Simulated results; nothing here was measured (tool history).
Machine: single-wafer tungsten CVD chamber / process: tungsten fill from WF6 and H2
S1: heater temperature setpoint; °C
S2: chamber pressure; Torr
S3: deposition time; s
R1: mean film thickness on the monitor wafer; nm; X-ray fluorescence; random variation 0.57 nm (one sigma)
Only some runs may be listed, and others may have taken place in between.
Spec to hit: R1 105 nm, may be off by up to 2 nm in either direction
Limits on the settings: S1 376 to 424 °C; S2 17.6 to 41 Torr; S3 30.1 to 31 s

run,hour,S1,S2,S3,R1
1,0,400,29.3,30.1,95.305
2,5.5,390,29.3,30.1,76.044
3,6.7,381,29.3,30.1,61.675
4,9.1,384,29.4,30.1,66.626
5,17.1,384,32,30.1,70.114
6,19.2,392,32,30.1,83.957
7,20.6,393,32,30.1,85.09
8,28.9,394,32,30.1,88.152
9,35.3,395,32,30.1,89.851
10,36.6,395,32,30.1,88.921
11,44.8,396,32,30.1,91.482

Exactly one of the 5 candidate moves below puts every result within its allowed miss. Which one?
A,53,409,24.3,31,?
B,53,399,32.4,31,?
C,53,401,30.9,30.2,?
D,53,389,33.4,30.4,?
E,53,404,26.6,31,?

move,R1
A,104.03
B,99.489
C,98.511
D,79.812
E,99.049
A: meets every target
B: better than the last run, though not everything is in spec
C: better than the last run, though not everything is in spec
D: its largest miss is bigger than the last run's
E: better than the last run, though not everything is in spec
Answer: A
